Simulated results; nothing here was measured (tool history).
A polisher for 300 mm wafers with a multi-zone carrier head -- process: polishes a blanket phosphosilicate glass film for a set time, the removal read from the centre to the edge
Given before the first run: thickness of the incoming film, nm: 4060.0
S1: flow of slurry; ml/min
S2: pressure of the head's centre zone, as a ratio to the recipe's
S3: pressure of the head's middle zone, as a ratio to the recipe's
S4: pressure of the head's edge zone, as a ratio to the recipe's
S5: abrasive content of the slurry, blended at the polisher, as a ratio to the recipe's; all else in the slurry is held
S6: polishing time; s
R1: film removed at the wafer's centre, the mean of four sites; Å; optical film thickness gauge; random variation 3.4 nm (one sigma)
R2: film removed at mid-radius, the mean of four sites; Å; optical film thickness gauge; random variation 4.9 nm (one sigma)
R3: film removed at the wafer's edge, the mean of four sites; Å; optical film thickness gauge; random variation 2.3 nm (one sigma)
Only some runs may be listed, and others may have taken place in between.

run,hour,S1,S2,S3,S4,S5,S6,R1,R2,R3
1,0.0,310,1.00,1.00,1.00,1.00,50,4798.7,4776.4,4691.8
2,8.3,305,0.99,0.98,0.98,0.95,50,4559.5,4461.4,4446.5
3,15.8,305,0.99,0.98,0.94,0.95,50,4566.3,4380.5,4369.9
4,24.7,300,0.98,0.97,0.92,0.95,50,4568.6,4381.9,4377.1
5,27.3,300,0.97,0.96,0.91,0.90,50,4416.5,4262.2,4242.1
6,35.5,300,0.97,0.96,0.84,0.90,50,4367.6,4363.0,4049.1

Expected results for the next run?
7,40.0,295,0.96,0.95,0.84,0.90,50,?,?,?

{"run 7": {"R1": 4316.2, "R2": 4236.3, "R3": 4040.2}}
